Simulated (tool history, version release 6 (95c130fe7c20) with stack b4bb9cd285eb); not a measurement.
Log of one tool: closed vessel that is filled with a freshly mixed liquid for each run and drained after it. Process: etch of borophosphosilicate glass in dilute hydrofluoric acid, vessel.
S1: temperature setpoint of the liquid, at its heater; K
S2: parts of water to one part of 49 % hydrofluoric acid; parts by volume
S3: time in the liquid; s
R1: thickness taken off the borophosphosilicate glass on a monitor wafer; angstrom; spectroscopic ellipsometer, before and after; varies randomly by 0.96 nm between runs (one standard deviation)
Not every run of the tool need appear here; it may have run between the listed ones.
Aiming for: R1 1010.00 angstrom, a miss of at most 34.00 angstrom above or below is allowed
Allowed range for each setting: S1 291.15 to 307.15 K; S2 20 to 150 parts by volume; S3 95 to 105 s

| run | hour | S1 | S2 | S3 | R1 |
|---|---|---|---|---|---|
| 1 | 0.0 | 299.15 | 85 | 95 | 629.13 |
| 2 | 2.1 | 300.15 | 85 | 95 | 649.18 |
| 3 | 10.8 | 303.65 | 85 | 95 | 747.25 |
| 4 | 19.5 | 304.15 | 85 | 95 | 756.82 |
| 5 | 23.8 | 304.65 | 85 | 95 | 772.15 |
| 6 | 25.4 | 302.65 | 85 | 95 | 723.93 |
| 7 | 33.1 | 303.15 | 85 | 95 | 733.32 |
| 8 | 35.3 | 303.65 | 85 | 95 | 758.14 |
| 9 | 42.7 | 304.15 | 85 | 95 | 760.39 |
| 10 | 45.3 | 304.65 | 85 | 95 | 779.01 |

Exercise: of the 4 proposed moves below, exactly one satisfies all targets within the stated allowed misses. Which move is it?
| A | 47.9 | 306.65 | 70 | 105 | ? |
| B | 47.9 | 306.15 | 70 | 95 | ? |
| C | 47.9 | 306.15 | 75 | 95 | ? |
| D | 47.9 | 302.15 | 75 | 100 | ? |

| move | R1 |
|---|---|
| A | 1145.10 |
| B | 1016.80 |
| C | 941.53 |
| D | 851.31 |
A: pushes the last run's worst result past its target
B: each result inside its tolerance
C: closer than the last run, but not yet in spec
D: closer than the last run, but not yet in spec
The move that meets every target is B.
